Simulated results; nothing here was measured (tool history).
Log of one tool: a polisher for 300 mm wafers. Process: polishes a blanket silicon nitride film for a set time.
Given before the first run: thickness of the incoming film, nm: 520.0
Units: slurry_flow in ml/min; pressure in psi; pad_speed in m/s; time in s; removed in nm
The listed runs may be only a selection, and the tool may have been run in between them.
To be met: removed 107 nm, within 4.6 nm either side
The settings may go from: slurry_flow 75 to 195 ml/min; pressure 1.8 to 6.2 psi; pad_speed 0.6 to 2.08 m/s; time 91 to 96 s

{"run": 1, "day": 0.0, "slurry_flow": 125, "pressure": 4, "pad_speed": 1.34, "time": 91, "removed": 261.42}
{"run": 2, "day": 0.179, "slurry_flow": 120, "pressure": 3.7, "pad_speed": 1.26, "time": 91, "removed": 225.99}
{"run": 3, "day": 0.25, "slurry_flow": 115, "pressure": 3.4, "pad_speed": 1.22, "time": 91, "removed": 203.51}
{"run": 4, "day": 0.517, "slurry_flow": 115, "pressure": 3.2, "pad_speed": 1.18, "time": 91, "removed": 187.62}
{"run": 5, "day": 0.662, "slurry_flow": 115, "pressure": 3, "pad_speed": 1.14, "time": 91, "removed": 168.42}
{"run": 6, "day": 0.917, "slurry_flow": 115, "pressure": 2.8, "pad_speed": 1.12, "time": 91, "removed": 160.37}
{"run": 7, "day": 1.038, "slurry_flow": 115, "pressure": 2.8, "pad_speed": 1.12, "time": 91, "removed": 156.03}
{"run": 8, "day": 1.062, "slurry_flow": 100, "pressure": 1.8, "pad_speed": 0.9, "time": 91, "removed": 88.215}
{"run": 9, "day": 1.112, "slurry_flow": 105, "pressure": 1.8, "pad_speed": 0.9, "time": 91, "removed": 87.451}
{"run": 10, "day": 1.354, "slurry_flow": 110, "pressure": 1.9, "pad_speed": 0.9, "time": 91, "removed": 92.315}
{"run": 11, "day": 1.517, "slurry_flow": 115, "pressure": 1.9, "pad_speed": 0.9, "time": 91, "removed": 97.266}
{"run": 12, "day": 1.771, "slurry_flow": 125, "pressure": 1.9, "pad_speed": 0.9, "time": 91, "removed": 96.518}
{"run": 13, "day": 1.846, "slurry_flow": 130, "pressure": 1.9, "pad_speed": 0.9, "time": 91, "removed": 96.737}

Which one of the following 4 next-run settings gets every result inside its allowed miss? There is exactly one.
{"run": "A", "day": 1.921, "slurry_flow": 75, "pressure": 2.3, "pad_speed": 0.76, "time": 91, "removed": "?"}
{"run": "B", "day": 1.921, "slurry_flow": 140, "pressure": 2.3, "pad_speed": 0.8, "time": 91, "removed": "?"}
{"run": "C", "day": 1.921, "slurry_flow": 135, "pressure": 2.4, "pad_speed": 0.6, "time": 91, "removed": "?"}
{"run": "D", "day": 1.921, "slurry_flow": 145, "pressure": 1.9, "pad_speed": 0.66, "time": 95, "removed": "?"}

move=A removed=87.451
move=B removed=108.53
move=C removed=90.491
move=D removed=83.094
A: misses by more than the last run did
B: every result lands within tolerance
C: misses by more than the last run did
D: misses by more than the last run did
So the answer is move B, the one that meets all the targets.

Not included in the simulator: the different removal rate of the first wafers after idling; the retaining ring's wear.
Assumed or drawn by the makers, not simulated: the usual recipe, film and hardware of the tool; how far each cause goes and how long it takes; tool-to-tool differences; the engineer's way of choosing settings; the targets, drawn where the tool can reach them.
